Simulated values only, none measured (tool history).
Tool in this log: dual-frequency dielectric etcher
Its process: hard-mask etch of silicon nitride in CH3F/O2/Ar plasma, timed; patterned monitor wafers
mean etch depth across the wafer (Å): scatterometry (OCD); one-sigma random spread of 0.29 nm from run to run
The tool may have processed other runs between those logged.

run,hour,source power (kW),bias power (kW),etch time (s),mean etch depth across the wafer (Å)
1,0.0,0.500,0.089,147.5,1381.4
2,6.5,0.420,0.089,147.5,1317.9
3,11.6,0.410,0.089,147.5,1308.8
4,12.8,0.410,0.103,147.5,1395.1
5,14.0,0.380,0.101,147.5,1350.9
6,16.9,0.360,0.101,147.5,1330.3
7,23.2,0.350,0.101,147.5,1325.0

What does the tool deliver on the next run?
8,31.0,0.340,0.101,147.5,?

mean etch depth across the wafer (Å): 1317.8

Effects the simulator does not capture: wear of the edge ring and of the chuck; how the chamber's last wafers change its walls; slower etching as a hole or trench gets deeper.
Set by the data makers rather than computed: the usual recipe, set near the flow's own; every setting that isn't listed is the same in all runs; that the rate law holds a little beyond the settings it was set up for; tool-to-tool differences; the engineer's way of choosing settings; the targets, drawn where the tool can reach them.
